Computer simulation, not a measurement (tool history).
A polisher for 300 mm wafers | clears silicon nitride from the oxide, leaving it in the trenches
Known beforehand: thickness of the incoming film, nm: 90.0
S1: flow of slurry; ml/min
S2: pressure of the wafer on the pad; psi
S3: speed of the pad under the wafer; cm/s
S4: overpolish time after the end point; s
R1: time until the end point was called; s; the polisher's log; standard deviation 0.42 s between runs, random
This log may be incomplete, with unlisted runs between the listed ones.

run    day   S1   S2   S3  S4      R1
  1      0  295  3.4  126  24  67.535
  2  0.175  295  2.7  126  24  83.972
  3  0.362  295  2.1  126  24  107.21
  4  0.525  295  2.6  126  24  86.526
  5  0.612  295    3  126  24  75.816
  6  0.638  295    3  126  26  75.885

Expected results for the next run?
  7  0.908  295   4  130  26   ?

Logged for run 7: R1 55.147 s.
